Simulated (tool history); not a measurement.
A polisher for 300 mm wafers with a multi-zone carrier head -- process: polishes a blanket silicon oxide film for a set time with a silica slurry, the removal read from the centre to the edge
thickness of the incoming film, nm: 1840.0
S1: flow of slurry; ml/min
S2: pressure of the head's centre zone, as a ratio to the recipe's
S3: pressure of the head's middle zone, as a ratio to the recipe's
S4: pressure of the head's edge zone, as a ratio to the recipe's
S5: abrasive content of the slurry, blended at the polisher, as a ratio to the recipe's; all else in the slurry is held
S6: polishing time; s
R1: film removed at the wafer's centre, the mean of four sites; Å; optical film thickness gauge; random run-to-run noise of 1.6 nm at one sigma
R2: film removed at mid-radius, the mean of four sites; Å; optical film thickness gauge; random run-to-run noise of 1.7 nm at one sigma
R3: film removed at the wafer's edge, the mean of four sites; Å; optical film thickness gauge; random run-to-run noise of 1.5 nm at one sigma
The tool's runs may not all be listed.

Run 1, hour 0: S1 195 ml/min, S2 1, S3 1, S4 1, S5 1, S6 64 s. Result: R1 1415 Å, R2 1415.4 Å, R3 1471.8 Å.
Run 2, hour 8.1: S1 200 ml/min, S2 1.01, S3 1.01, S4 1.02, S5 1.05, S6 64 s. Result: R1 1434.6 Å, R2 1445.7 Å, R3 1494.6 Å.
Run 3, hour 9: S1 200 ml/min, S2 1.02, S3 1.01, S4 1.03, S5 1.1, S6 64 s. Result: R1 1468.6 Å, R2 1489.7 Å, R3 1538 Å.
Run 4, hour 11.2: S1 200 ml/min, S2 1.02, S3 0.97, S4 1.03, S5 1.1, S6 64 s. Result: R1 1492.7 Å, R2 1417.1 Å, R3 1544.4 Å.
Run 5, hour 16.5: S1 200 ml/min, S2 0.94, S3 0.97, S4 1.03, S5 1.1, S6 64 s. Result: R1 1358.7 Å, R2 1404.3 Å, R3 1523.4 Å.
Run 6, hour 17.3: S1 200 ml/min, S2 0.94, S3 0.97, S4 1.07, S5 1.1, S6 64 s. Result: R1 1380.5 Å, R2 1416.8 Å, R3 1596.6 Å.

What does the tool deliver on the next run?
Run 7, hour 25.1: S1 205 ml/min, S2 0.96, S3 0.98, S4 1.08, S5 1.1, S6 64 s. Result: R1 ?, R2 ?, R3 ?.

{"run 7": {"R1": 1417.4, "R2": 1452.4, "R3": 1594.1}}

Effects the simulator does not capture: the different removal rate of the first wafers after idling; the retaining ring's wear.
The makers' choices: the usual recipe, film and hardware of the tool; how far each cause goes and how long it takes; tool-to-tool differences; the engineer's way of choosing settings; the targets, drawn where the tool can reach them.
